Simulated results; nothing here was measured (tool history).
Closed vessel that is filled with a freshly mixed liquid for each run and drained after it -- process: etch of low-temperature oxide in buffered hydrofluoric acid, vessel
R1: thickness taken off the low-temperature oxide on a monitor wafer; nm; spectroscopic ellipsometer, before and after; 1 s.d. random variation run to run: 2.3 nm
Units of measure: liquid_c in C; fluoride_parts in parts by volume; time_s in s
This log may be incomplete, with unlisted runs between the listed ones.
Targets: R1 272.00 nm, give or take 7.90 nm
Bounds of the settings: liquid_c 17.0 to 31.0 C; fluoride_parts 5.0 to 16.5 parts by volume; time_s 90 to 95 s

Run 1, hour 0.0: liquid_c 23.0 C, fluoride_parts 10.0 parts by volume, time_s 90 s. Result: R1 455.45 nm.
Run 2, hour 5.3: liquid_c 23.0 C, fluoride_parts 8.0 parts by volume, time_s 90 s. Result: R1 550.29 nm.
Run 3, hour 12.2: liquid_c 23.0 C, fluoride_parts 8.0 parts by volume, time_s 95 s. Result: R1 576.27 nm.
Run 4, hour 21.1: liquid_c 22.0 C, fluoride_parts 9.0 parts by volume, time_s 95 s. Result: R1 481.73 nm.
Run 5, hour 29.7: liquid_c 21.0 C, fluoride_parts 9.5 parts by volume, time_s 95 s. Result: R1 447.59 nm.
Run 6, hour 33.2: liquid_c 21.0 C, fluoride_parts 9.5 parts by volume, time_s 90 s. Result: R1 419.10 nm.
Run 7, hour 37.4: liquid_c 20.0 C, fluoride_parts 10.0 parts by volume, time_s 90 s. Result: R1 383.98 nm.
Run 8, hour 42.7: liquid_c 19.5 C, fluoride_parts 10.5 parts by volume, time_s 90 s. Result: R1 353.51 nm.
Run 9, hour 48.6: liquid_c 19.0 C, fluoride_parts 11.0 parts by volume, time_s 90 s. Result: R1 325.48 nm.
Run 10, hour 52.9: liquid_c 18.5 C, fluoride_parts 11.0 parts by volume, time_s 90 s. Result: R1 320.91 nm.
Run 11, hour 54.7: liquid_c 18.0 C, fluoride_parts 11.0 parts by volume, time_s 90 s. Result: R1 318.45 nm.
Run 12, hour 57.7: liquid_c 17.5 C, fluoride_parts 11.5 parts by volume, time_s 90 s. Result: R1 291.88 nm.

Which single option among these 4 for the next run brings every result within its allowed miss of target? Just one does.
Run A, hour 60.7: liquid_c 20.5 C, fluoride_parts 13.0 parts by volume, time_s 95 s. Result: R1 ?.
Run B, hour 60.7: liquid_c 18.5 C, fluoride_parts 12.0 parts by volume, time_s 90 s. Result: R1 ?.
Run C, hour 60.7: liquid_c 17.5 C, fluoride_parts 13.0 parts by volume, time_s 95 s. Result: R1 ?.
Run D, hour 60.7: liquid_c 17.0 C, fluoride_parts 10.5 parts by volume, time_s 90 s. Result: R1 ?.

move      R1
   A  321.55
   B  294.43
   C  271.49
   D  308.03
A: moves away from the targets compared with the last run
B: moves away from the targets compared with the last run
C: meets every target
D: moves away from the targets compared with the last run
Answer: C

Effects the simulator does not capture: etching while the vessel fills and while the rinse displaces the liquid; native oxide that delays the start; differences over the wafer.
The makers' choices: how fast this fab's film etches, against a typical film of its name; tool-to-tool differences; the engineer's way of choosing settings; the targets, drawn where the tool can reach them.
